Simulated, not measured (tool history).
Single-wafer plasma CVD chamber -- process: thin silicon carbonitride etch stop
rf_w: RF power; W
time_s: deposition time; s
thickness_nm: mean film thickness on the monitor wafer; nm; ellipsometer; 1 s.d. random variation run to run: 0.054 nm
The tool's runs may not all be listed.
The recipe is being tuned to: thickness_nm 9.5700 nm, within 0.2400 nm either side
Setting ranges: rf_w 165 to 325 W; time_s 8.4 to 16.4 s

run	hour	rf_w	time_s	thickness_nm
1	0.0	245	12.4	7.6897
2	6.4	245	13.4	8.3489
3	9.5	250	13.5	8.4690
4	10.6	220	13.5	8.1586
5	19.5	225	13.6	8.2961
6	24.8	230	13.7	8.4052
7	31.7	235	13.8	8.4782
8	40.5	240	13.9	8.6437
9	48.7	245	14.0	8.6927
10	49.5	250	14.1	8.8171
11	56.7	255	14.2	8.8425

5 candidate next runs follow, results not yet known. Just one meets every target within its allowed miss. Identify it.
A	63.9	280	13.6	?
B	63.9	255	14.0	?
C	63.9	225	15.6	?
D	63.9	270	14.1	?
E	63.9	235	14.7	?

move	thickness_nm
A	8.7250
B	8.7676
C	9.4644
D	8.9610
E	9.0166
A: its largest miss is bigger than the last run's
B: its largest miss is bigger than the last run's
C: each result inside its tolerance
D: closer than the last run, but not yet in spec
E: closer than the last run, but not yet in spec
The right move is C.
